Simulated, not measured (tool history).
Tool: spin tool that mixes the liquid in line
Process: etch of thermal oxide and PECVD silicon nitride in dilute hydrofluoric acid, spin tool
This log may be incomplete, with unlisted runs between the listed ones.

run  hour  temperature setpoint of the liquid (°C)  parts of water to one part of 49 % hydrofluoric acid (parts by volume)  time under the liquid (s)  thickness taken off the thermal oxide on a monitor wafer (angstrom)  thickness taken off the PECVD silicon nitride on a monitor wafer (angstrom)
  1   0.0                                     25.0                                                                     115                        180                                                               82.997                                                                       61.793
  2   1.7                                     24.5                                                                     125                        185                                                               76.399                                                                       56.247
  3  10.6                                     24.5                                                                     135                        185                                                               69.702                                                                       52.087
  4  17.2                                     24.5                                                                     145                        185                                                               64.637                                                                       48.716
  5  20.7                                     22.0                                                                     145                        185                                                               58.412                                                                       41.030
  6  26.0                                     22.0                                                                     145                        150                                                               47.609                                                                       33.712
  7  28.2                                     23.0                                                                     145                        150                                                               49.129                                                                       35.513

Expected results for the next run?
  8  31.4                                     23.5                                                                     145                        150                                                                    ?                                                                            ?

Run 8 yielded thickness taken off the thermal oxide on a monitor wafer (angstrom) 50.266, thickness taken off the PECVD silicon nitride on a monitor wafer (angstrom) 36.937.
